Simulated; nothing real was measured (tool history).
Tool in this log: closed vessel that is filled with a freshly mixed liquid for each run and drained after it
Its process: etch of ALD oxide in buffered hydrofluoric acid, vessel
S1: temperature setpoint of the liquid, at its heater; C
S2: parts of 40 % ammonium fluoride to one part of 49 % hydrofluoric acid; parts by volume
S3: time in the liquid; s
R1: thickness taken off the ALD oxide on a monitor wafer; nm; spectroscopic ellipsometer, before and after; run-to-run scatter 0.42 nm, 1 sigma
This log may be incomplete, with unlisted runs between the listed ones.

{"run": 1, "hour": 0.0, "S1": 23.0, "S2": 8.5, "S3": 30, "R1": 70.476}
{"run": 2, "hour": 2.4, "S1": 23.0, "S2": 10.5, "S3": 30, "R1": 58.146}
{"run": 3, "hour": 4.2, "S1": 23.0, "S2": 10.5, "S3": 30, "R1": 59.071}
{"run": 4, "hour": 5.9, "S1": 26.0, "S2": 10.5, "S3": 30, "R1": 68.66}
{"run": 5, "hour": 12.9, "S1": 26.0, "S2": 10.5, "S3": 30, "R1": 67.633}
{"run": 6, "hour": 17.2, "S1": 26.0, "S2": 10.5, "S3": 30, "R1": 69.031}
{"run": 7, "hour": 23.3, "S1": 23.5, "S2": 10.5, "S3": 30, "R1": 60.839}
{"run": 8, "hour": 24.9, "S1": 21.5, "S2": 10.5, "S3": 30, "R1": 52.238}
{"run": 9, "hour": 28.5, "S1": 20.5, "S2": 10.5, "S3": 30, "R1": 50.194}

The next listed run, before its measurement:
{"run": 10, "hour": 31.2, "S1": 19.5, "S2": 10.5, "S3": 30, "R1": "?"}

R1: 48.136 nm

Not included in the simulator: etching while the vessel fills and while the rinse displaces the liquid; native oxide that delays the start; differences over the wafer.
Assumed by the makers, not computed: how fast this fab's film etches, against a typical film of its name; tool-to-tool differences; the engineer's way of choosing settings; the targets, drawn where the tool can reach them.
